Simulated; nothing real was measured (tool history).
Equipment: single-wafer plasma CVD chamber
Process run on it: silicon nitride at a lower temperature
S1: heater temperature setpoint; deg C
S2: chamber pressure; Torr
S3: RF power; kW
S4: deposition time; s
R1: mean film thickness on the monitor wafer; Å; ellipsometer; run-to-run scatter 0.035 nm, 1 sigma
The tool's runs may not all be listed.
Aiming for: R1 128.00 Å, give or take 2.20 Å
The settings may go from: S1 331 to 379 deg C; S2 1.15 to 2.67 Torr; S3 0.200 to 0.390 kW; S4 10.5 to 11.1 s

run  hour   S1    S2     S3    S4      R1
  1   0.0  355  1.91  0.295  11.1  140.75
  2   4.0  355  1.76  0.290  11.1  136.52
  3  10.9  355  1.66  0.290  11.1  134.33
  4  19.3  365  1.66  0.290  11.1  134.23
  5  25.0  365  1.59  0.290  11.1  132.39
  6  25.7  357  1.59  0.290  11.1  133.01
  7  30.6  357  1.53  0.290  11.1  132.08
  8  36.6  357  1.48  0.290  11.1  131.04

Next run, 4 choices. One meets every target within its allowed miss, the rest don't. Which?
  A  42.6  362  1.33  0.305  10.9   ?
  B  42.6  353  1.47  0.295  11.1   ?
  C  42.6  361  1.54  0.280  10.5   ?
  D  42.6  356  1.46  0.305  11.0   ?

move      R1
   A  127.84
   B  131.76
   C  122.39
   D  132.38
A: meets every target
B: its largest miss is bigger than the last run's
C: the result that was furthest off in the last run now lies on the other side of its target
D: its largest miss is bigger than the last run's
A meets every target.
